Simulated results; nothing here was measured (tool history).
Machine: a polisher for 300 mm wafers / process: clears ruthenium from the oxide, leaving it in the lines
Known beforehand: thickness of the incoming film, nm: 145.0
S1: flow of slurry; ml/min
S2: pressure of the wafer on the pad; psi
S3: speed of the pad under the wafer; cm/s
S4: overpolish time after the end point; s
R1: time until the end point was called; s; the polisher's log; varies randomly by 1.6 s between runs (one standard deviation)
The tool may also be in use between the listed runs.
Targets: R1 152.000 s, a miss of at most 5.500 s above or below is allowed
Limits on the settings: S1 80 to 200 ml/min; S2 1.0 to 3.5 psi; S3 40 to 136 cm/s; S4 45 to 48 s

run,hour,S1,S2,S3,S4,R1
1,0.0,130,2.2,88,45,99.027
2,0.6,125,2.0,88,45,111.500
3,3.9,125,2.0,102,45,97.940
4,10.3,125,2.0,102,45,95.919
5,13.2,125,1.6,102,45,119.580
6,14.6,125,1.6,94,45,131.360
7,19.4,120,1.5,94,45,137.820
8,25.6,115,1.5,94,45,141.500
9,33.0,110,1.5,94,45,145.830
10,34.1,105,1.5,94,45,144.310

Which one of the following 4 next-run settings gets every result inside its allowed miss? There is exactly one.
A,35.2,100,1.5,98,45,?
B,35.2,90,1.3,124,45,?
C,35.2,125,1.6,98,45,?
D,35.2,95,1.2,118,48,?

move,R1
A,141.640
B,136.150
C,125.730
D,150.950
A: moves away from the targets compared with the last run
B: moves away from the targets compared with the last run
C: moves away from the targets compared with the last run
D: meets every target
The right move is D.
